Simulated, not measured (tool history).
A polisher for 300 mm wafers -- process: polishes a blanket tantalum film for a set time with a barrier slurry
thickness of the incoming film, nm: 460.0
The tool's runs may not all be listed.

run,hour,flow of slurry (ml/min),pressure of the wafer on the pad (psi),speed of the pad under the wafer (cm/s),abrasive content of the slurry,polishing time (s),film removed (Å)
1,0.0,260,1.2,84,1.0,48,427.98
2,2.1,260,1.3,84,1.0,48,466.38
3,2.7,260,1.3,84,1.0,44,423.57
4,11.1,260,1.4,86,1.0,44,469.96
# hour 18.8: slurry nozzle cleaned
5,18.8,260,1.2,86,1.0,44,423.60
6,26.6,260,1.2,86,1.1,44,436.05
7,31.6,260,1.3,88,1.1,44,490.05
8,39.4,260,1.4,88,1.1,44,514.80

What will run 9 give?
9,47.0,260,1.5,88,1.1,44,?

film removed (Å): 546.71

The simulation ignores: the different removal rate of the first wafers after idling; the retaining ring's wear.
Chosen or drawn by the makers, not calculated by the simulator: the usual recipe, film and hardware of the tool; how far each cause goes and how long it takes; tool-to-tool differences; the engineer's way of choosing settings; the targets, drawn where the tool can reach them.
